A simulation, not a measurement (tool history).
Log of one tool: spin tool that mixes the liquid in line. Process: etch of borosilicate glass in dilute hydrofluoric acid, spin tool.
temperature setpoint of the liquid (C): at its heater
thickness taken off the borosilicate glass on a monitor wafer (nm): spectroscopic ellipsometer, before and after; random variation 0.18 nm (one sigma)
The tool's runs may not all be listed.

| run | day | temperature setpoint of the liquid (C) | parts of water to one part of 49 % hydrofluoric acid (parts by volume) | time under the liquid (s) | thickness taken off the borosilicate glass on a monitor wafer (nm) |
|---|---|---|---|---|---|
| 1 | 0 | 22 | 290 | 260 | 32.151 |
| 2 | 0.079 | 21 | 300 | 260 | 29.033 |
| 3 | 0.229 | 20.5 | 305 | 260 | 27.938 |
| 4 | 0.392 | 17 | 305 | 260 | 24.692 |
| 5 | 0.725 | 17 | 375 | 260 | 18.905 |
| 6 | 1.042 | 17 | 445 | 260 | 15.251 |
| 7 | 1.125 | 17 | 445 | 260 | 15.195 |
| 8 | 1.329 | 18.5 | 445 | 260 | 16.147 |
| 9 | 1.404 | 19.5 | 445 | 260 | 16.797 |
| 10 | 1.771 | 20.5 | 445 | 260 | 17.335 |

Run 11 comes next. What will it give?
| 11 | 1.858 | 21.5 | 445 | 260 | ? |

{"run 11": {"thickness taken off the borosilicate glass on a monitor wafer (nm)": 17.663}}

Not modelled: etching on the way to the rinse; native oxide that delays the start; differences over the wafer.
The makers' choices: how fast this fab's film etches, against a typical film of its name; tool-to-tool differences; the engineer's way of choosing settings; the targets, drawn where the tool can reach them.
